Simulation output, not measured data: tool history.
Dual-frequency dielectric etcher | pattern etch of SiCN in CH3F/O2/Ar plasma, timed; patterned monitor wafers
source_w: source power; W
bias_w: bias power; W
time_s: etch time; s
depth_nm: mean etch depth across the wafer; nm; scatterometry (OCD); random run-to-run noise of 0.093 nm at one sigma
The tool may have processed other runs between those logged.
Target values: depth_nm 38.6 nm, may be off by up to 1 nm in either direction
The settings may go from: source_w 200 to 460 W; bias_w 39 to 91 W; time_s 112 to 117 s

run 1 hour=0 | source_w=330 bias_w=65 time_s=112 | depth_nm=33.138
run 2 hour=6.5 | source_w=330 bias_w=65 time_s=117 | depth_nm=34.515
run 3 hour=7.8 | source_w=340 bias_w=66 time_s=117 | depth_nm=35.138
run 4 hour=9.4 | source_w=350 bias_w=67 time_s=117 | depth_nm=35.663
run 5 hour=15.6 | source_w=350 bias_w=67 time_s=117 | depth_nm=35.866
run 6 hour=22.5 | source_w=350 bias_w=67 time_s=117 | depth_nm=35.821
run 7 hour=28.5 | source_w=360 bias_w=67 time_s=117 | depth_nm=35.991
run 8 hour=30.7 | source_w=370 bias_w=68 time_s=117 | depth_nm=36.626

Which one of the following 5 next-run settings gets every result inside its allowed miss? There is exactly one.
run A hour=32.9 | source_w=370 bias_w=70 time_s=115.5 | depth_nm=?
run B hour=32.9 | source_w=370 bias_w=65 time_s=114.5 | depth_nm=?
run C hour=32.9 | source_w=360 bias_w=79 time_s=117 | depth_nm=?
run D hour=32.9 | source_w=360 bias_w=64 time_s=117 | depth_nm=?
run E hour=32.9 | source_w=370 bias_w=65 time_s=117 | depth_nm=?

move=A depth_nm=36.615
move=B depth_nm=35.351
move=C depth_nm=38.382
move=D depth_nm=35.573
move=E depth_nm=36.123
A: about as far from the targets as the last run
B: its largest miss is bigger than the last run's
C: hits every target within its allowed miss
D: its largest miss is bigger than the last run's
E: its largest miss is bigger than the last run's
The right move is C.
